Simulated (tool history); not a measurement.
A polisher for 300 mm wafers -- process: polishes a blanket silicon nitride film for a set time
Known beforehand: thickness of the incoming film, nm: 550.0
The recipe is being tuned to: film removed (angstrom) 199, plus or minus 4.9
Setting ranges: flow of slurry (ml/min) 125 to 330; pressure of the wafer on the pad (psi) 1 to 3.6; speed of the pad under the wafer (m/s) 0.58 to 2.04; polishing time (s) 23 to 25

run	hour	flow of slurry (ml/min)	pressure of the wafer on the pad (psi)	speed of the pad under the wafer (m/s)	polishing time (s)	film removed (angstrom)
1	0	210	2.3	1.3	25	278.11
2	5.3	205	2.1	1.3	25	254.01
3	10	200	2	1.3	25	239.93
4	15.4	165	2	1.3	25	234.52
5	19.3	165	2.2	1.3	25	257.58
6	25.8	165	2.2	1.3	25	254.84
7	27.5	160	2.1	1.3	25	246.14
8	35.3	160	2	1.3	25	236.83
9	36.1	160	1.9	1.3	25	225.02
10	41.2	155	1.8	1.3	25	208.89

Consider the 4 candidate settings below. Which is the only one whose results all fall within their allowed miss of target?
A	46.3	145	1.9	1.38	24	?
B	46.3	130	1.9	1.42	25	?
C	46.3	195	1.9	1.36	24	?
D	46.3	185	1.8	1.22	24	?

move	film removed (angstrom)
A	217.59
B	227.44
C	223.57
D	196.81
A: further off than the last run
B: further off than the last run
C: further off than the last run
D: meets every target
So the answer is move D, the one that meets all the targets.
